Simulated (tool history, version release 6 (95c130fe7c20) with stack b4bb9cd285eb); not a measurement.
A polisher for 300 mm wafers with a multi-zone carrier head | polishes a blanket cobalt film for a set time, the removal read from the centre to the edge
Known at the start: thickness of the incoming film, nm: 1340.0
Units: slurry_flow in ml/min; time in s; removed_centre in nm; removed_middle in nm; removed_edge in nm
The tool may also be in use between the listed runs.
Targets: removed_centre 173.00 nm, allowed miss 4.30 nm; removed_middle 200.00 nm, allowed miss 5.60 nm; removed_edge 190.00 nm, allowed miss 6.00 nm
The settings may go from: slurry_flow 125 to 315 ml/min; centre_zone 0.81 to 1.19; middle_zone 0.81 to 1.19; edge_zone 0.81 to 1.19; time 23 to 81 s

run	hour	slurry_flow	centre_zone	middle_zone	edge_zone	time	removed_centre	removed_middle	removed_edge
1	0.0	205	1.00	1.00	1.00	52	344.27	335.59	362.74
2	0.7	205	0.99	1.01	0.98	49	321.90	318.65	335.29
3	7.8	255	0.99	1.01	0.98	49	336.74	334.44	342.05
4	14.5	255	0.99	1.01	0.98	43	289.06	289.48	299.92
5	15.5	255	0.99	1.01	1.01	43	294.11	291.16	301.84
6	22.7	255	1.03	1.01	1.01	43	300.49	288.12	304.13
7	23.5	255	1.01	1.01	0.99	41	287.74	278.64	285.48
8	32.0	250	0.99	1.01	0.98	39	267.27	268.71	272.66
9	39.8	245	0.97	1.00	0.97	38	250.51	255.23	266.19
# hour 47.3: edge zone pressure recalibrated
10	47.3	250	0.96	1.00	0.96	36	238.72	241.09	240.42

4 next moves are on the table. One of them brings every result within its allowed miss. Which?
A	54.8	240	0.89	1.04	0.93	27	?	?	?
B	54.8	290	0.87	1.11	0.90	27	?	?	?
C	54.8	255	0.90	1.09	1.00	28	?	?	?
D	54.8	260	0.96	1.05	0.96	26	?	?	?

move	removed_centre	removed_middle	removed_edge
A	164.56	186.85	176.73
B	164.86	200.59	177.02
C	174.10	202.19	190.23
D	172.93	182.94	173.83
A: takes the result that was furthest off past its target
B: takes the result that was furthest off past its target
C: meets every target
D: brings the result that was furthest off to its target, and leaves another outside
Answer: C

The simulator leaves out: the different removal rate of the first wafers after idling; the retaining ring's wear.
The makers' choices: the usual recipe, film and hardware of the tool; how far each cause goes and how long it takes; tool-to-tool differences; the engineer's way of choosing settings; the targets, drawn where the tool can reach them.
